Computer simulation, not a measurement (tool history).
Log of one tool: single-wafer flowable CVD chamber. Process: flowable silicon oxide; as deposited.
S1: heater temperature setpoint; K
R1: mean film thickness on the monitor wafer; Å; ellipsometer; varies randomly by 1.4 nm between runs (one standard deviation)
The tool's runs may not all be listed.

{"run": 1, "day": 0.0, "S1": 378.15, "chamber pressure (Pa)": 115.9, "RF power (kW)": 2.05, "deposition time (s)": 410, "R1": 2394.1}
{"run": 2, "day": 0.196, "S1": 375.15, "chamber pressure (Pa)": 116, "RF power (kW)": 2.05, "deposition time (s)": 410, "R1": 2671.7}
{"run": 3, "day": 0.512, "S1": 373.15, "chamber pressure (Pa)": 116.1, "RF power (kW)": 2.05, "deposition time (s)": 410, "R1": 2870.1}
{"run": 4, "day": 0.662, "S1": 373.15, "chamber pressure (Pa)": 116.1, "RF power (kW)": 2.165, "deposition time (s)": 410, "R1": 2912.6}
{"run": 5, "day": 0.721, "S1": 372.15, "chamber pressure (Pa)": 116.1, "RF power (kW)": 2.165, "deposition time (s)": 410, "R1": 3008.5}
{"run": 6, "day": 0.858, "S1": 372.15, "chamber pressure (Pa)": 116.1, "RF power (kW)": 1.89, "deposition time (s)": 410, "R1": 2905.7}
{"run": 7, "day": 1.154, "S1": 371.15, "chamber pressure (Pa)": 116.1, "RF power (kW)": 1.89, "deposition time (s)": 410, "R1": 3051}
{"run": 8, "day": 1.375, "S1": 370.15, "chamber pressure (Pa)": 116.1, "RF power (kW)": 1.89, "deposition time (s)": 410, "R1": 3148.7}

Run 9, settings as shown, results not yet in. Your forecast:
{"run": 9, "day": 1.5, "S1": 369.15, "chamber pressure (Pa)": 116.1, "RF power (kW)": 1.89, "deposition time (s)": 410, "R1": "?"}

Run 9 yielded R1 3263.4 Å.
